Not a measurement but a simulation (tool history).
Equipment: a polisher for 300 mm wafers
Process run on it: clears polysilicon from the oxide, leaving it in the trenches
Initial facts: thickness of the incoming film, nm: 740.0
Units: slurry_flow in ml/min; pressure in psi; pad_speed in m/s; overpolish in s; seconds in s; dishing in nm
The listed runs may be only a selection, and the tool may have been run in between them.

run,hour,slurry_flow,pressure,pad_speed,overpolish,seconds,dishing
1,0,315,3,0.82,8,61.87,43.733
2,3.3,270,3,0.82,8,63.534,42.617
3,7.2,275,3.5,0.84,8,54.852,45.51
4,11.7,275,3.5,0.84,11,55.247,47.022
5,13.9,275,3.9,0.86,9,45.918,45.959
6,21.6,215,3.9,0.86,9,49.147,45.617
7,27.6,250,4.1,0.86,9,46.363,46.507

Forecast run 8:
8,29.6,265,4.3,0.86,9,?,?

Run 8 gave seconds 43.864 s, dishing 48.041 nm.
